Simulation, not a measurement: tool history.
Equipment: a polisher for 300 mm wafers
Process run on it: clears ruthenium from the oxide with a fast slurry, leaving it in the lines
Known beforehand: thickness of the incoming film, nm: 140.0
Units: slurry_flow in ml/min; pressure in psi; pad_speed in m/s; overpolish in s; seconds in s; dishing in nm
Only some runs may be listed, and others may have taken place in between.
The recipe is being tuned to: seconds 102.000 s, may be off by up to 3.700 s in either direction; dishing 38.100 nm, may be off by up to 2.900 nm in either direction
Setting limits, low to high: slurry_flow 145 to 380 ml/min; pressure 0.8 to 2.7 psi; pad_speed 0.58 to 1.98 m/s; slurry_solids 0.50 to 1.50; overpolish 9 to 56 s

Run 1, hour 0.0: slurry_flow 245 ml/min, pressure 1.7 psi, pad_speed 1.28 m/s, slurry_solids 1.00, overpolish 29 s. Result: seconds 41.062 s, dishing 76.578 nm.
Run 2, hour 0.5: slurry_flow 245 ml/min, pressure 1.4 psi, pad_speed 1.14 m/s, slurry_solids 1.00, overpolish 29 s. Result: seconds 52.092 s, dishing 58.765 nm.
Run 3, hour 7.1: slurry_flow 245 ml/min, pressure 1.2 psi, pad_speed 0.98 m/s, slurry_solids 1.00, overpolish 32 s. Result: seconds 66.663 s, dishing 51.716 nm.
Run 4, hour 8.2: slurry_flow 245 ml/min, pressure 1.2 psi, pad_speed 0.98 m/s, slurry_solids 1.00, overpolish 26 s. Result: seconds 66.257 s, dishing 44.096 nm.
Run 5, hour 13.0: slurry_flow 245 ml/min, pressure 1.2 psi, pad_speed 0.98 m/s, slurry_solids 1.00, overpolish 36 s. Result: seconds 65.851 s, dishing 57.925 nm.
Run 6, hour 16.4: slurry_flow 245 ml/min, pressure 1.1 psi, pad_speed 0.90 m/s, slurry_solids 1.00, overpolish 36 s. Result: seconds 75.589 s, dishing 50.750 nm.
Run 7, hour 19.6: slurry_flow 240 ml/min, pressure 0.8 psi, pad_speed 0.74 m/s, slurry_solids 1.00, overpolish 35 s. Result: seconds 113.680 s, dishing 37.898 nm.
Run 8, hour 23.7: slurry_flow 255 ml/min, pressure 0.8 psi, pad_speed 0.74 m/s, slurry_solids 1.00, overpolish 34 s. Result: seconds 114.350 s, dishing 34.641 nm.
Run 9, hour 30.2: slurry_flow 250 ml/min, pressure 1.0 psi, pad_speed 0.74 m/s, slurry_solids 1.00, overpolish 34 s. Result: seconds 91.164 s, dishing 41.813 nm.
Run 10, hour 39.1: slurry_flow 245 ml/min, pressure 1.0 psi, pad_speed 0.74 m/s, slurry_solids 1.00, overpolish 34 s. Result: seconds 91.652 s, dishing 42.750 nm.

4 next moves are on the table. One of them brings every result within its allowed miss. Which?
Run A, hour 48.0: slurry_flow 265 ml/min, pressure 1.0 psi, pad_speed 0.58 m/s, slurry_solids 1.00, overpolish 43 s. Result: seconds ?, dishing ?.
Run B, hour 48.0: slurry_flow 250 ml/min, pressure 1.0 psi, pad_speed 0.76 m/s, slurry_solids 1.15, overpolish 37 s. Result: seconds ?, dishing ?.
Run C, hour 48.0: slurry_flow 305 ml/min, pressure 1.3 psi, pad_speed 0.58 m/s, slurry_solids 0.75, overpolish 34 s. Result: seconds ?, dishing ?.
Run D, hour 48.0: slurry_flow 220 ml/min, pressure 1.1 psi, pad_speed 0.76 m/s, slurry_solids 0.95, overpolish 36 s. Result: seconds ?, dishing ?.

move  seconds  dishing
   A  102.680   47.379
   B   82.843   50.016
   C  100.260   39.519
   D   86.987   46.909
A: gets the furthest-off result to its target, but another result is out of tolerance
B: lands further from the targets than the last run did
C: every result lands within tolerance
D: lands further from the targets than the last run did
The right move is C.
